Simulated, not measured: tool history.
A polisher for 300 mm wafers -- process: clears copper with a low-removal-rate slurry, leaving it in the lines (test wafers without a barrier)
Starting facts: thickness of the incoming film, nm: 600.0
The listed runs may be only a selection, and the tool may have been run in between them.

run	hour	flow of slurry (ml/min)	pressure of the wafer on the pad (psi)	speed of the pad under the wafer (m/s)	abrasive content of the slurry	overpolish time after the end point (s)	time until the end point was called (s)	dishing of a wide line in a test structure (nm)
1	0.0	125	4.2	1.08	1.00	16	109.610	36.067
2	5.9	130	4.6	1.08	1.00	16	102.060	37.922
3	11.6	130	4.6	1.08	1.15	16	97.588	38.437
4	16.8	130	5.3	1.08	1.15	16	86.599	40.753
5	20.4	130	5.3	1.08	1.35	16	82.703	41.415
6	28.4	130	5.3	1.08	1.20	16	85.383	41.293

Predict the results of run 7:
7	37.2	135	5.6	1.08	1.20	16	?	?

Run 7 yielded time until the end point was called (s) 80.358, dishing of a wide line in a test structure (nm) 41.808.
